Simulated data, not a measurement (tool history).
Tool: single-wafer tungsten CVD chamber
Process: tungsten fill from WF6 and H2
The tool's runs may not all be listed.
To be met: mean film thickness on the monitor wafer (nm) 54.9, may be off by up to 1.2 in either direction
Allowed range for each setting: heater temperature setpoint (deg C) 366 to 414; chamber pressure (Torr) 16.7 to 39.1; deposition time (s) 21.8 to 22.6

run,day,heater temperature setpoint (deg C),chamber pressure (Torr),deposition time (s),mean film thickness on the monitor wafer (nm)
1,0,390,27.9,21.8,47.156
2,0.054,390,26.2,21.8,45.635
3,0.4,390,26.2,21.8,45.586
4,0.554,390,26.2,21.8,45.51
5,0.742,393,26.3,21.8,48.074
6,0.783,395,26.4,21.8,49.797
7,0.9,397,26.5,21.8,51.66
8,1.083,398,26.5,21.8,52.622
9,1.408,399,26.5,21.8,53.403

Which single option among these 4 for the next run brings every result within its allowed miss of target? Just one does.
A,1.733,397,25.9,22.5,?
B,1.733,395,26.8,22.6,?
C,1.733,404,24.1,21.8,?
D,1.733,399,23.2,22.3,?

move,mean film thickness on the monitor wafer (nm)
A,52.441
B,51.769
C,55.076
D,50.894
A: misses by more than the last run did
B: misses by more than the last run did
C: all results in spec
D: misses by more than the last run did
Answer: C

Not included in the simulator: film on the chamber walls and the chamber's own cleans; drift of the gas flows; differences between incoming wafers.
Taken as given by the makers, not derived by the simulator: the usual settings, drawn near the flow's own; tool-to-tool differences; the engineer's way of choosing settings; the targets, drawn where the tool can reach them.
